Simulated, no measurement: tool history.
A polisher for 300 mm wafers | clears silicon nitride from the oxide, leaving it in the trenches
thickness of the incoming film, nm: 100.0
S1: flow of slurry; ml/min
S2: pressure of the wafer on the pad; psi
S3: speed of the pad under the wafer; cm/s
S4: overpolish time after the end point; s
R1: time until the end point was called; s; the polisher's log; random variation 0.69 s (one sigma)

run	hour	S1	S2	S3	S4	R1
1	0	220	3.4	104	7	81.583
2	4.4	220	3.8	104	7	73.869
3	12.3	220	4.1	104	7	68.124
4	16.6	220	4.3	104	7	64.578
5	18.9	220	4.4	104	7	63.601
6	23.8	220	4.4	104	7	63.422

The next listed run, before its measurement:
7	25.2	220	4.5	104	7	?

Run 7 gave R1 61.781 s.
